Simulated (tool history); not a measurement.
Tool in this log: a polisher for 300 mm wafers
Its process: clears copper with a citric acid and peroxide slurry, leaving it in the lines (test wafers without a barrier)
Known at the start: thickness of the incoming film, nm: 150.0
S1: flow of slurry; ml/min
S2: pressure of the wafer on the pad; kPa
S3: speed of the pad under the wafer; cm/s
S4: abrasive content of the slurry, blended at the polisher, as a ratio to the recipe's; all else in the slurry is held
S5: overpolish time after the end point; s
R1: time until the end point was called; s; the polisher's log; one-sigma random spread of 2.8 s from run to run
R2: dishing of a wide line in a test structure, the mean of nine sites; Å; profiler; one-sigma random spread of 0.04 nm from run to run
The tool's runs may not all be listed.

Run 1, hour 0.0: S1 205 ml/min, S2 13.8 kPa, S3 92 cm/s, S4 1.00, S5 12 s. Result: R1 127.93 s, R2 102.210 Å.
Run 2, hour 8.4: S1 205 ml/min, S2 15.2 kPa, S3 92 cm/s, S4 1.00, S5 12 s. Result: R1 118.97 s, R2 110.510 Å.
Run 3, hour 10.9: S1 205 ml/min, S2 15.2 kPa, S3 92 cm/s, S4 1.10, S5 12 s. Result: R1 110.42 s, R2 110.960 Å.
Run 4, hour 15.6: S1 205 ml/min, S2 15.2 kPa, S3 92 cm/s, S4 1.20, S5 12 s. Result: R1 108.08 s, R2 118.390 Å.
Run 5, hour 23.6: S1 210 ml/min, S2 15.2 kPa, S3 84 cm/s, S4 1.10, S5 11 s. Result: R1 121.15 s, R2 97.633 Å.
Run 6, hour 28.2: S1 220 ml/min, S2 14.5 kPa, S3 78 cm/s, S4 1.15, S5 10 s. Result: R1 128.72 s, R2 82.842 Å.

Run 7, settings as shown, results not yet in. Your forecast:
Run 7, hour 33.5: S1 275 ml/min, S2 10.3 kPa, S3 52 cm/s, S4 1.40, S5 4 s. Result: R1 ?, R2 ?.

{"run 7": {"R1": 221.65, "R2": 20.879}}
